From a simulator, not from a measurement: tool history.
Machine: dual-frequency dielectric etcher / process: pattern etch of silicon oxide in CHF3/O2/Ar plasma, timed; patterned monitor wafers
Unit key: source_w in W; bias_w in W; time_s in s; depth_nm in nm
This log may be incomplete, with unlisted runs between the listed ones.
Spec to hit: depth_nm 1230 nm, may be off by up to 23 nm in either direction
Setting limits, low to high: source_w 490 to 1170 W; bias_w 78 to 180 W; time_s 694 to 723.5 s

run	hour	source_w	bias_w	time_s	depth_nm
1	0	830	129	694	1359.3
2	6.4	830	129	694	1363.1
3	9.6	790	128	694	1329.6
4	17.9	760	127	694	1311.9
5	19.8	760	127	723.5	1361.4
6	23.5	760	116	723.5	1324.4
7	28.2	740	115	723.5	1314
8	33.5	720	114	723.5	1283.6
9	38.6	720	114	723.5	1281.1
10	39.6	710	114	723.5	1279.4
11	42.6	700	114	723.5	1264.2
12	51.6	690	114	723.5	1266.9

Next run, 4 choices. One meets every target within its allowed miss, the rest don't. Which?
A	60.6	760	111	718.5	?
B	60.6	860	102	710.5	?
C	60.6	820	113	708.5	?
D	60.6	650	124	709	?

move	depth_nm
A	1295.3
B	1331
C	1331.4
D	1218.3
A: further off than the last run
B: further off than the last run
C: further off than the last run
D: all results land within tolerance of their targets
Go with D: it meets all targets.
